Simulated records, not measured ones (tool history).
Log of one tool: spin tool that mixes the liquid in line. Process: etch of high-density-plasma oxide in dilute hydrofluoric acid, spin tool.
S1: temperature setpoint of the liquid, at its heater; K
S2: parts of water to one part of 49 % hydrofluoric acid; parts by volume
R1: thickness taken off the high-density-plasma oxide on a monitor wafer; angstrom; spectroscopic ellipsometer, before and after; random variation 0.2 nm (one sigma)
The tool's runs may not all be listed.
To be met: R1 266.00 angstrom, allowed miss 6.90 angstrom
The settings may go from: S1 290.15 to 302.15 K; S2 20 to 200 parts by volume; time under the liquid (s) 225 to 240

run 1 day=0.000 | S1=294.15 S2=110 time_under_the_liquid_(s)=225 | R1=107.85
run 2 day=0.375 | S1=295.15 S2=105 time_under_the_liquid_(s)=225 | R1=116.50
run 3 day=0.662 | S1=295.15 S2=105 time_under_the_liquid_(s)=225 | R1=118.10
run 4 day=0.729 | S1=295.15 S2=90 time_under_the_liquid_(s)=225 | R1=137.49
run 5 day=0.896 | S1=296.15 S2=85 time_under_the_liquid_(s)=225 | R1=154.72
run 6 day=0.925 | S1=296.65 S2=80 time_under_the_liquid_(s)=225 | R1=169.24
run 7 day=0.962 | S1=297.15 S2=80 time_under_the_liquid_(s)=225 | R1=172.33
run 8 day=1.229 | S1=297.65 S2=80 time_under_the_liquid_(s)=225 | R1=176.93
run 9 day=1.479 | S1=298.15 S2=80 time_under_the_liquid_(s)=225 | R1=181.34
run 10 day=1.654 | S1=298.65 S2=80 time_under_the_liquid_(s)=225 | R1=183.30
run 11 day=2.000 | S1=299.15 S2=80 time_under_the_liquid_(s)=225 | R1=190.22
run 12 day=2.308 | S1=302.15 S2=55 time_under_the_liquid_(s)=225 | R1=316.45
run 13 day=2.542 | S1=301.65 S2=55 time_under_the_liquid_(s)=225 | R1=309.20
run 14 day=2.788 | S1=301.15 S2=55 time_under_the_liquid_(s)=225 | R1=304.49
run 15 day=3.121 | S1=300.65 S2=55 time_under_the_liquid_(s)=225 | R1=296.48

4 next moves are on the table. One of them brings every result within its allowed miss. Which?
run A day=3.454 | S1=301.65 S2=70 time_under_the_liquid_(s)=225 | R1=?
run B day=3.454 | S1=301.65 S2=65 time_under_the_liquid_(s)=230 | R1=?
run C day=3.454 | S1=301.65 S2=60 time_under_the_liquid_(s)=225 | R1=?
run D day=3.454 | S1=300.65 S2=55 time_under_the_liquid_(s)=240 | R1=?

move=A R1=237.61
move=B R1=263.47
move=C R1=281.26
move=D R1=316.86
A: takes the result that was furthest off past its target
B: meets every target
C: nearer than the last run, and not there yet
D: further off than the last run
Answer: B

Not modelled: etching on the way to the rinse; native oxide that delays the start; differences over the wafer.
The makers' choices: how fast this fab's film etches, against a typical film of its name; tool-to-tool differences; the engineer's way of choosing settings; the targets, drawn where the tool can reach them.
